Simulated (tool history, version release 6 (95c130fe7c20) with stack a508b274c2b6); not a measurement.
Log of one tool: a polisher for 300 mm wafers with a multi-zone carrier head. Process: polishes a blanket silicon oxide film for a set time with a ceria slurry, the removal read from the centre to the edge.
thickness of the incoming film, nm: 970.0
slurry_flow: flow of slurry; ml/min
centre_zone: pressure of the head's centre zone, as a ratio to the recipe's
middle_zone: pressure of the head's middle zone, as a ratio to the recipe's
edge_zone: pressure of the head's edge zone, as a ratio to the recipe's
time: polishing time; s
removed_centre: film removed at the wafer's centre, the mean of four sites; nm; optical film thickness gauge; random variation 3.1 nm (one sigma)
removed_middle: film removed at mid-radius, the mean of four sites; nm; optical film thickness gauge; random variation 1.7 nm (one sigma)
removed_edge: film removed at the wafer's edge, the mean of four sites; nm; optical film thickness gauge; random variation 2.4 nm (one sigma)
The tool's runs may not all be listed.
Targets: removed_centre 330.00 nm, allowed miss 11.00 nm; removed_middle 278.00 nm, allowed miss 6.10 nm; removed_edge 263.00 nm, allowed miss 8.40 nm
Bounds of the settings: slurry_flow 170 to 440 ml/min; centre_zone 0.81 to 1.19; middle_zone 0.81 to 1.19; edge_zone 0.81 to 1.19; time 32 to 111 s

run 1 hour=0.0 | slurry_flow=280 centre_zone=1.00 middle_zone=1.00 edge_zone=1.00 time=71 | removed_centre=348.53 removed_middle=348.46 removed_edge=346.50
run 2 hour=1.9 | slurry_flow=280 centre_zone=1.07 middle_zone=1.00 edge_zone=1.00 time=71 | removed_centre=361.35 removed_middle=350.14 removed_edge=340.24
run 3 hour=4.3 | slurry_flow=275 centre_zone=1.09 middle_zone=0.98 edge_zone=0.97 time=69 | removed_centre=358.39 removed_middle=333.13 removed_edge=331.63
run 4 hour=10.4 | slurry_flow=275 centre_zone=1.09 middle_zone=0.98 edge_zone=0.97 time=86 | removed_centre=456.08 removed_middle=414.01 removed_edge=407.95
run 5 hour=14.0 | slurry_flow=275 centre_zone=1.09 middle_zone=0.98 edge_zone=0.97 time=93 | removed_centre=489.25 removed_middle=443.46 removed_edge=455.81
run 6 hour=17.8 | slurry_flow=275 centre_zone=1.09 middle_zone=0.98 edge_zone=1.01 time=93 | removed_centre=484.69 removed_middle=446.46 removed_edge=452.41
run 7 hour=21.7 | slurry_flow=280 centre_zone=1.11 middle_zone=0.98 edge_zone=0.99 time=85 | removed_centre=461.46 removed_middle=411.51 removed_edge=414.61
run 8 hour=29.2 | slurry_flow=285 centre_zone=1.12 middle_zone=0.98 edge_zone=0.96 time=79 | removed_centre=430.93 removed_middle=378.01 removed_edge=377.44
run 9 hour=33.7 | slurry_flow=280 centre_zone=1.13 middle_zone=0.98 edge_zone=0.94 time=74 | removed_centre=398.38 removed_middle=354.54 removed_edge=349.78
run 10 hour=38.7 | slurry_flow=285 centre_zone=1.14 middle_zone=0.98 edge_zone=0.92 time=70 | removed_centre=381.38 removed_middle=339.63 removed_edge=330.75

Which of these 5 next moves meets every target?
run A hour=43.7 | slurry_flow=315 centre_zone=1.11 middle_zone=1.14 edge_zone=0.97 time=85 | removed_centre=? removed_middle=? removed_edge=?
run B hour=43.7 | slurry_flow=260 centre_zone=1.19 middle_zone=0.86 edge_zone=0.91 time=56 | removed_centre=? removed_middle=? removed_edge=?
run C hour=43.7 | slurry_flow=290 centre_zone=1.11 middle_zone=1.11 edge_zone=0.91 time=75 | removed_centre=? removed_middle=? removed_edge=?
run D hour=43.7 | slurry_flow=260 centre_zone=1.17 middle_zone=0.96 edge_zone=0.84 time=59 | removed_centre=? removed_middle=? removed_edge=?
run E hour=43.7 | slurry_flow=205 centre_zone=0.92 middle_zone=0.91 edge_zone=0.90 time=102 | removed_centre=? removed_middle=? removed_edge=?

move=A removed_centre=467.68 removed_middle=467.87 removed_edge=411.48
move=B removed_centre=323.72 removed_middle=246.75 removed_edge=260.54
move=C removed_centre=409.36 removed_middle=401.80 removed_edge=350.60
move=D removed_centre=335.49 removed_middle=281.15 removed_edge=264.43
move=E removed_centre=442.79 removed_middle=456.92 removed_edge=463.22
A: further off than the last run
B: takes the result that was furthest off past its target
C: further off than the last run
D: meets every target
E: further off than the last run
Answer: D

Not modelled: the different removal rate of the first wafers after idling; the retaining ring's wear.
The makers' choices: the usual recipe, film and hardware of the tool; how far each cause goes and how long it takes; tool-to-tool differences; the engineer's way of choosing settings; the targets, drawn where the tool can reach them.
